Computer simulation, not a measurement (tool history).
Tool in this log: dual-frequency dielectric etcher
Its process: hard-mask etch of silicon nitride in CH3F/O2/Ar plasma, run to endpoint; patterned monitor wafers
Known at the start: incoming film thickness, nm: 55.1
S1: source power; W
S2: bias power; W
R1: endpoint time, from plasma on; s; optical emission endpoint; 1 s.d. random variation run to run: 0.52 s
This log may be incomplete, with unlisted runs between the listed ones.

run 1 hour=0.0 | S1=490 S2=91 | R1=69.714
run 2 hour=7.3 | S1=430 S2=91 | R1=72.920
run 3 hour=8.6 | S1=410 S2=88 | R1=75.490
run 4 hour=9.9 | S1=390 S2=87 | R1=76.908
run 5 hour=13.4 | S1=370 S2=86 | R1=78.846
run 6 hour=18.5 | S1=360 S2=86 | R1=79.794

For run 7, what comes out?
run 7 hour=22.5 | S1=350 S2=86 | R1=?

For run 7 the tool returned R1 80.930 s.

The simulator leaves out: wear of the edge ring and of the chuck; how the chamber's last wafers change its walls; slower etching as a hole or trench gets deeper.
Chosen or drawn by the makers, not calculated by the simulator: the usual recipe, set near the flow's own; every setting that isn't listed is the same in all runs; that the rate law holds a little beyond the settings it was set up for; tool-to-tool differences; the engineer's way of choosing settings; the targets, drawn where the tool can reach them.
